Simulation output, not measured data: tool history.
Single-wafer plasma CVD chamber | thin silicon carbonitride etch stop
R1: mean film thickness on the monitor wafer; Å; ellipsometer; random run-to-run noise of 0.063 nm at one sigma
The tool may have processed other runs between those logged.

run 1 hour=0 | RF_power_(W)=180 deposition_time_(s)=19 | R1=109.29
run 2 hour=3.3 | RF_power_(W)=190 deposition_time_(s)=19.3 | R1=113.26
run 3 hour=6.3 | RF_power_(W)=200 deposition_time_(s)=19.4 | R1=114.78
run 4 hour=9.7 | RF_power_(W)=200 deposition_time_(s)=17 | R1=100.97
run 5 hour=15.3 | RF_power_(W)=200 deposition_time_(s)=19.2 | R1=114.05
run 6 hour=16.7 | RF_power_(W)=205 deposition_time_(s)=19.4 | R1=115.75
run 7 hour=19.5 | RF_power_(W)=210 deposition_time_(s)=19.6 | R1=116.96

The next listed run, before its measurement:
run 8 hour=25.9 | RF_power_(W)=215 deposition_time_(s)=19.8 | R1=?

Run 8 yielded R1 119.3 Å.
